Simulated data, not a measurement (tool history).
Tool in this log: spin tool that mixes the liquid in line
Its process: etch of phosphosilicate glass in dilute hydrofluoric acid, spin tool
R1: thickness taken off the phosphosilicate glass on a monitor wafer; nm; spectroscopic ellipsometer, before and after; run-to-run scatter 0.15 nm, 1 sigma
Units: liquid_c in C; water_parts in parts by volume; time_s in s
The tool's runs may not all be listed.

run 1 day=0.000 | liquid_c=25.0 water_parts=150 time_s=55 | R1=22.767
run 2 day=0.275 | liquid_c=23.5 water_parts=150 time_s=55 | R1=21.730
run 3 day=0.362 | liquid_c=22.5 water_parts=150 time_s=55 | R1=20.855
run 4 day=0.654 | liquid_c=22.5 water_parts=150 time_s=60 | R1=22.400
run 5 day=0.842 | liquid_c=22.5 water_parts=175 time_s=60 | R1=18.720
run 6 day=1.083 | liquid_c=22.5 water_parts=175 time_s=60 | R1=19.153
run 7 day=1.433 | liquid_c=22.0 water_parts=175 time_s=60 | R1=18.458
run 8 day=1.742 | liquid_c=21.5 water_parts=175 time_s=60 | R1=18.210

Expected results for the next run?
run 9 day=2.038 | liquid_c=21.0 water_parts=175 time_s=60 | R1=?

{"run 9": {"R1": 18.257}}
